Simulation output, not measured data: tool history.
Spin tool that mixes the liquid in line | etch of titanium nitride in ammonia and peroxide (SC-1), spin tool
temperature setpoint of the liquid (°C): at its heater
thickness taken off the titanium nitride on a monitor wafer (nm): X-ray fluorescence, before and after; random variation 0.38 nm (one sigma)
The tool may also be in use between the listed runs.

| run | hour | temperature setpoint of the liquid (°C) | parts of water to one part of 30 % peroxide (parts by volume) | parts of 29 % ammonia solution to one part of 30 % peroxide (parts by volume) | time under the liquid (s) | thickness taken off the titanium nitride on a monitor wafer (nm) |
|---|---|---|---|---|---|---|
| 1 | 0 | 62 | 26 | 0.4 | 295 | 31.464 |
| 2 | 6.5 | 63 | 26 | 0.4 | 295 | 33.779 |
| 3 | 8.7 | 63.5 | 26 | 0.4 | 295 | 34.055 |
| 4 | 12.1 | 63.5 | 26 | 0.4 | 315 | 36.996 |
| 5 | 20.2 | 63.5 | 26 | 0.4 | 295 | 34.973 |
| 6 | 24.4 | 64 | 26 | 0.4 | 295 | 35.805 |
| 7 | 26.8 | 64.5 | 26 | 0.4 | 295 | 37.016 |

Forecast run 8:
| 8 | 29.5 | 65 | 26 | 0.4 | 295 | ? |

Run 8 gave thickness taken off the titanium nitride on a monitor wafer (nm) 37.809.

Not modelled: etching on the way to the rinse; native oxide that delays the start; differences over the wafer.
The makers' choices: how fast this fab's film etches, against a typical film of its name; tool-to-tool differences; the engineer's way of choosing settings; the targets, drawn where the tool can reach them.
